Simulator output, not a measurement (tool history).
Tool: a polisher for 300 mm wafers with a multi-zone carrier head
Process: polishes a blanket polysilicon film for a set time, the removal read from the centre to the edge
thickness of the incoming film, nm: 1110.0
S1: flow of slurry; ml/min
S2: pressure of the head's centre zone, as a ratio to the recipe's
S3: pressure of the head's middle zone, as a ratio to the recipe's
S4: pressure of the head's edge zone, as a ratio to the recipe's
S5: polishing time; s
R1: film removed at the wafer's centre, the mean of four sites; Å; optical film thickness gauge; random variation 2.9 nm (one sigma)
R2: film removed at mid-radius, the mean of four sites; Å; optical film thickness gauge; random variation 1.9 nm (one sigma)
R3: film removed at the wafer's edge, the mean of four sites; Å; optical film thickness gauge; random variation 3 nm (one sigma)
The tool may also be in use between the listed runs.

run,hour,S1,S2,S3,S4,S5,R1,R2,R3
1,0,235,1,1,1,49,2985.3,3004.4,3044.8
2,1.8,230,0.99,0.98,0.97,48,2999.1,2893.6,2955.9
3,8.9,225,0.97,0.97,0.96,47,2880.2,2745.4,2829.6
4,12.3,220,0.94,0.97,0.95,47,2727.5,2778.9,2792.9
5,18.4,220,1.01,0.97,0.95,47,2886.2,2769.8,2811.2
6,23.1,210,0.99,0.96,0.94,47,2849.3,2734.3,2805.5

Run 7 comes next. What will it give?
7,29.7,205,0.97,0.95,0.93,47,?,?,?

R1: 2833.1 Å
R2: 2696.3 Å
R3: 2733 Å

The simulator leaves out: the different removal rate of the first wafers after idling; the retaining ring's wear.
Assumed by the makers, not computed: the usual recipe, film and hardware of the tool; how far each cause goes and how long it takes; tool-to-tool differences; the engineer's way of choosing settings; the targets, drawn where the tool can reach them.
